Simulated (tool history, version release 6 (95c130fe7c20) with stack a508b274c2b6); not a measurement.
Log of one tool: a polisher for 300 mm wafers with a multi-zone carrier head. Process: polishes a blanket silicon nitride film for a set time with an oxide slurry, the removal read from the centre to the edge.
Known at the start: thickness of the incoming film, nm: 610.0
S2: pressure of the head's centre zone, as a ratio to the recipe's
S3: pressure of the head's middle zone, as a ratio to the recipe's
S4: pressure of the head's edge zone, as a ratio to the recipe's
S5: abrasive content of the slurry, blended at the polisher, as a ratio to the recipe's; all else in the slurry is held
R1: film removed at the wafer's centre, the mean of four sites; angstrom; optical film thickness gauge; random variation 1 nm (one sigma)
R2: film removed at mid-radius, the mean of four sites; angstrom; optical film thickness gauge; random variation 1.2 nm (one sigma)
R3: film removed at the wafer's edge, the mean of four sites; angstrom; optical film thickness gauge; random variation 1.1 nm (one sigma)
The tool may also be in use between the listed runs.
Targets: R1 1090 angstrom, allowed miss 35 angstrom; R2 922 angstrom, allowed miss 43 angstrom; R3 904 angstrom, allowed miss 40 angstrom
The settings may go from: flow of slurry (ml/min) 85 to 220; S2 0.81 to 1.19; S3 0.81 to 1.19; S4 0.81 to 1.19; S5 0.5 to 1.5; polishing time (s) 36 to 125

Run 1, hour 0: flow of slurry (ml/min) 140, S2 1, S3 1, S4 1, S5 1, polishing time (s) 80. Result: R1 823.23 angstrom, R2 855.52 angstrom, R3 827.18 angstrom.
Run 2, hour 3.4: flow of slurry (ml/min) 155, S2 1.04, S3 0.99, S4 1.01, S5 1, polishing time (s) 80. Result: R1 882.26 angstrom, R2 860.83 angstrom, R3 856.6 angstrom.
Run 3, hour 8.2: flow of slurry (ml/min) 135, S2 1.04, S3 0.99, S4 1.01, S5 1, polishing time (s) 80. Result: R1 850.96 angstrom, R2 835.7 angstrom, R3 826.38 angstrom.
Run 4, hour 16.7: flow of slurry (ml/min) 150, S2 1.07, S3 0.99, S4 1, S5 1, polishing time (s) 80. Result: R1 901.37 angstrom, R2 861.78 angstrom, R3 854.29 angstrom.
Run 5, hour 18.7: flow of slurry (ml/min) 165, S2 1.1, S3 0.99, S4 0.98, S5 1, polishing time (s) 80. Result: R1 945.55 angstrom, R2 843.56 angstrom, R3 847.9 angstrom.
Run 6, hour 25.2: flow of slurry (ml/min) 175, S2 1.12, S3 1.01, S4 0.98, S5 1, polishing time (s) 80. Result: R1 972.24 angstrom, R2 913.92 angstrom, R3 843.3 angstrom.
Run 7, hour 29.7: flow of slurry (ml/min) 180, S2 1.14, S3 1, S4 0.99, S5 1, polishing time (s) 80. Result: R1 1007.4 angstrom, R2 900.36 angstrom, R3 863.98 angstrom.
Run 8, hour 36.4: flow of slurry (ml/min) 185, S2 1.15, S3 1, S4 1, S5 1, polishing time (s) 80. Result: R1 1013.7 angstrom, R2 890.97 angstrom, R3 877.41 angstrom.
Run 9, hour 45.1: flow of slurry (ml/min) 190, S2 1.16, S3 1, S4 1, S5 1, polishing time (s) 80. Result: R1 1025.8 angstrom, R2 888.92 angstrom, R3 857.95 angstrom.
Run 10, hour 48.3: flow of slurry (ml/min) 190, S2 1.17, S3 1, S4 1.01, S5 1, polishing time (s) 80. Result: R1 1026.1 angstrom, R2 881.97 angstrom, R3 878 angstrom.
Run 11, hour 53.2: flow of slurry (ml/min) 195, S2 1.18, S3 1, S4 1.01, S5 1, polishing time (s) 80. Result: R1 1053.9 angstrom, R2 893.6 angstrom, R3 864.27 angstrom.
Run 12, hour 59.3: flow of slurry (ml/min) 195, S2 1.18, S3 1, S4 1.02, S5 1, polishing time (s) 80. Result: R1 1044.2 angstrom, R2 877.59 angstrom, R3 898.59 angstrom.
Run 13, hour 62: flow of slurry (ml/min) 200, S2 1.18, S3 1, S4 1.02, S5 1, polishing time (s) 80. Result: R1 1059.6 angstrom, R2 908.51 angstrom, R3 882.08 angstrom.

5 next moves are on the table. One of them brings every result within its allowed miss. Which?
Run A, hour 64.7: flow of slurry (ml/min) 220, S2 1.11, S3 0.93, S4 0.99, S5 0.9, polishing time (s) 87. Result: R1 ?, R2 ?, R3 ?.
Run B, hour 64.7: flow of slurry (ml/min) 200, S2 1.17, S3 0.98, S4 0.96, S5 0.8, polishing time (s) 99. Result: R1 ?, R2 ?, R3 ?.
Run C, hour 64.7: flow of slurry (ml/min) 180, S2 1.14, S3 1.03, S4 1.04, S5 1.35, polishing time (s) 70. Result: R1 ?, R2 ?, R3 ?.
Run D, hour 64.7: flow of slurry (ml/min) 220, S2 1.16, S3 1.12, S4 1, S5 1.25, polishing time (s) 68. Result: R1 ?, R2 ?, R3 ?.
Run E, hour 64.7: flow of slurry (ml/min) 220, S2 1.14, S3 1.01, S4 0.98, S5 1.3, polishing time (s) 68. Result: R1 ?, R2 ?, R3 ?.

move      R1      R2      R3
   A  1001.1  886.85   890.6
   B  1078.9  947.89  902.93
   C  1018.1  958.97  906.39
   D  1000.6   990.9  851.54
   E  1001.5  925.04  862.56
A: further off than the last run
B: meets every target
C: further off than the last run
D: further off than the last run
E: further off than the last run
The right move is B.

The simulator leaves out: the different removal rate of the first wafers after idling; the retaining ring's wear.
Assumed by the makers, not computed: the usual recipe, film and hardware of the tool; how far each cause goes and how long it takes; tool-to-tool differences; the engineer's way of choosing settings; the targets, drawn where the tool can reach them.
